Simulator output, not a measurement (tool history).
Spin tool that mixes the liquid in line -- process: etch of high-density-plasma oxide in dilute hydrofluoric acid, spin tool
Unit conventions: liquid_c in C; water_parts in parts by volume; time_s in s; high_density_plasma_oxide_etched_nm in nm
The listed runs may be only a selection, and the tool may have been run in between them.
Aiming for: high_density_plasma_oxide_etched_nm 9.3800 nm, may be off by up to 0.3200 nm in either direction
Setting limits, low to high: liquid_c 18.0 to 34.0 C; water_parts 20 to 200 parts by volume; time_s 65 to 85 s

| run | hour | liquid_c | water_parts | time_s | high_density_plasma_oxide_etched_nm |
|---|---|---|---|---|---|
| 1 | 0.0 | 26.0 | 110 | 85 | 3.6765 |
| 2 | 7.0 | 24.5 | 110 | 85 | 3.5145 |
| 3 | 14.2 | 24.5 | 110 | 65 | 2.6734 |
| 4 | 16.7 | 26.0 | 100 | 65 | 3.1825 |
| 5 | 24.7 | 24.0 | 100 | 65 | 2.9916 |
| 6 | 25.5 | 25.5 | 85 | 65 | 3.7523 |
| 7 | 33.8 | 27.0 | 75 | 65 | 4.6779 |
|  | 42.6 | hydrofluoric acid flow meter replaced |
| 8 | 42.6 | 28.0 | 70 | 65 | 5.7975 |
| 9 | 49.2 | 29.0 | 70 | 65 | 5.9624 |
| 10 | 51.3 | 30.0 | 70 | 65 | 6.1342 |
| 11 | 52.2 | 30.5 | 65 | 65 | 6.8237 |
| 12 | 56.7 | 31.0 | 65 | 65 | 6.9897 |
| 13 | 61.4 | 34.0 | 45 | 65 | 11.7020 |
| 14 | 68.2 | 33.5 | 45 | 65 | 11.4830 |
| 15 | 71.9 | 33.0 | 45 | 65 | 11.3460 |
| 16 | 78.1 | 32.5 | 45 | 65 | 10.9260 |
| 17 | 80.7 | 32.0 | 45 | 65 | 10.5920 |

Next run, 4 choices. One meets every target within its allowed miss, the rest don't. Which?
| A | 83.3 | 26.5 | 45 | 65 | ? |
| B | 83.3 | 32.0 | 55 | 70 | ? |
| C | 83.3 | 29.5 | 55 | 85 | ? |
| D | 83.3 | 32.0 | 40 | 70 | ? |

| move | high_density_plasma_oxide_etched_nm |
|---|---|
| A | 8.5075 |
| B | 9.1742 |
| C | 10.1100 |
| D | 12.9250 |
A: the result that was furthest off in the last run now lies on the other side of its target
B: each result inside its tolerance
C: an improvement on the last run, though not all results are within tolerance
D: its largest miss is bigger than the last run's
Move B is the one to make.

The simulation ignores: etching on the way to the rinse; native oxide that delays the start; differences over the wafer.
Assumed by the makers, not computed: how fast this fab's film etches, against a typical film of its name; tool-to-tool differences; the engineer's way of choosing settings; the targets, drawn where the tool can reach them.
